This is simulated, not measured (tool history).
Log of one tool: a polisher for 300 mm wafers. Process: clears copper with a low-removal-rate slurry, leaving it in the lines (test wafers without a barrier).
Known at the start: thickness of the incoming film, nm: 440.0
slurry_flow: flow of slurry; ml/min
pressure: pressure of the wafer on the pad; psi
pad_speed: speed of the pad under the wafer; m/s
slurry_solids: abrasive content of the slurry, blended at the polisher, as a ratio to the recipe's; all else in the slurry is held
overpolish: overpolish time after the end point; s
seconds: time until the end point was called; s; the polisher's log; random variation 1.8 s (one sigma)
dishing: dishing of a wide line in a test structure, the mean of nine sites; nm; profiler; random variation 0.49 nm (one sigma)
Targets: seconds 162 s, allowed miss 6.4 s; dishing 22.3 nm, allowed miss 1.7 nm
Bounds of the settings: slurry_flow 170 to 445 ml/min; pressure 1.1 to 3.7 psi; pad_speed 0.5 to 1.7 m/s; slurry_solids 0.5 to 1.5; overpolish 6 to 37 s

run,hour,slurry_flow,pressure,pad_speed,slurry_solids,overpolish,seconds,dishing
1,0,285,2.4,1.1,1,19,183.69,27.956
2,1.8,285,2.4,1.1,0.85,19,190.09,28.314
3,8.2,285,1.9,1.1,0.85,19,221.21,23.364
4,13.9,285,1.9,0.9,0.85,19,267.71,19.359
5,16.3,285,1.9,0.9,0.7,19,273.47,19.149
# hour 17.5: head pressure recalibrated
6,17.5,285,2.2,0.9,0.7,19,231.57,21.92
7,20.4,285,2.2,0.9,0.7,19,233.55,22.369
8,22.2,285,2.4,0.9,0.7,17,220.22,22.134
9,28.4,285,2.6,0.9,0.7,15,212.13,21.119
10,33.3,285,3.2,0.94,0.7,10,169.69,16.656
11,34.9,285,3.2,0.94,0.7,11,175.28,18.067

Which of these 5 next moves meets every target?
A,36.5,305,2.8,1.12,0.65,13,?,?
B,36.5,270,2.9,0.9,0.65,10,?,?
C,36.5,345,2.9,0.88,0.75,15,?,?
D,36.5,225,3,0.88,1.1,9,?,?
E,36.5,355,3.2,0.98,0.85,8,?,?

move,seconds,dishing
A,162.63,22.922
B,196.99,15.169
C,192.57,22.416
D,183.77,14.678
E,157.97,15.156
A: meets every target
B: further off than the last run
C: brings the result that was furthest off to its target, and leaves another outside
D: further off than the last run
E: further off than the last run
Move A is the one to make.
